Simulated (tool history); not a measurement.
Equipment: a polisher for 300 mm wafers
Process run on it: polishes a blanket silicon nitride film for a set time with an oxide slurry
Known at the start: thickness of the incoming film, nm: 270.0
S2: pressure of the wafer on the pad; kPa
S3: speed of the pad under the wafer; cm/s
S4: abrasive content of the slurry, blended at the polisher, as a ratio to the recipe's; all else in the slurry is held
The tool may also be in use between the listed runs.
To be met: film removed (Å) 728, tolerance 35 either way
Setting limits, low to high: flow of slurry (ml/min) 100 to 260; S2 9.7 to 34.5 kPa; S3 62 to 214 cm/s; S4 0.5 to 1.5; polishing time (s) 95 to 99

run 1 day=0 | flow_of_slurry_(ml/min)=165 S2=22.1 S3=138 S4=1 polishing_time_(s)=95 | film_removed_(Å)=568.09
run 2 day=0.225 | flow_of_slurry_(ml/min)=165 S2=22.1 S3=138 S4=1 polishing_time_(s)=95 | film_removed_(Å)=578.03
run 3 day=0.396 | flow_of_slurry_(ml/min)=165 S2=23.4 S3=138 S4=1 polishing_time_(s)=95 | film_removed_(Å)=598.13
run 4 day=0.617 | flow_of_slurry_(ml/min)=165 S2=24.8 S3=140 S4=1 polishing_time_(s)=95 | film_removed_(Å)=644.97
run 5 day=0.808 | flow_of_slurry_(ml/min)=165 S2=25.5 S3=140 S4=1 polishing_time_(s)=95 | film_removed_(Å)=688.97
run 6 day=0.85 | flow_of_slurry_(ml/min)=165 S2=25.5 S3=140 S4=0.9 polishing_time_(s)=95 | film_removed_(Å)=631.68
run 7 day=1.175 | flow_of_slurry_(ml/min)=165 S2=26.2 S3=140 S4=0.9 polishing_time_(s)=95 | film_removed_(Å)=637.62
run 8 day=1.233 | flow_of_slurry_(ml/min)=165 S2=26.9 S3=140 S4=0.9 polishing_time_(s)=95 | film_removed_(Å)=646.92

Which of these 4 next moves meets every target?
run A day=1.292 | flow_of_slurry_(ml/min)=150 S2=26.9 S3=172 S4=0.65 polishing_time_(s)=97 | film_removed_(Å)=?
run B day=1.292 | flow_of_slurry_(ml/min)=100 S2=28.3 S3=102 S4=1.15 polishing_time_(s)=99 | film_removed_(Å)=?
run C day=1.292 | flow_of_slurry_(ml/min)=165 S2=21.4 S3=140 S4=1.05 polishing_time_(s)=98 | film_removed_(Å)=?
run D day=1.292 | flow_of_slurry_(ml/min)=195 S2=22.1 S3=154 S4=1.1 polishing_time_(s)=99 | film_removed_(Å)=?

move=A film_removed_(Å)=553.49
move=B film_removed_(Å)=578.49
move=C film_removed_(Å)=599.19
move=D film_removed_(Å)=712.26
A: further off than the last run
B: further off than the last run
C: further off than the last run
D: all results land within tolerance of their targets
Move D is the one to make.

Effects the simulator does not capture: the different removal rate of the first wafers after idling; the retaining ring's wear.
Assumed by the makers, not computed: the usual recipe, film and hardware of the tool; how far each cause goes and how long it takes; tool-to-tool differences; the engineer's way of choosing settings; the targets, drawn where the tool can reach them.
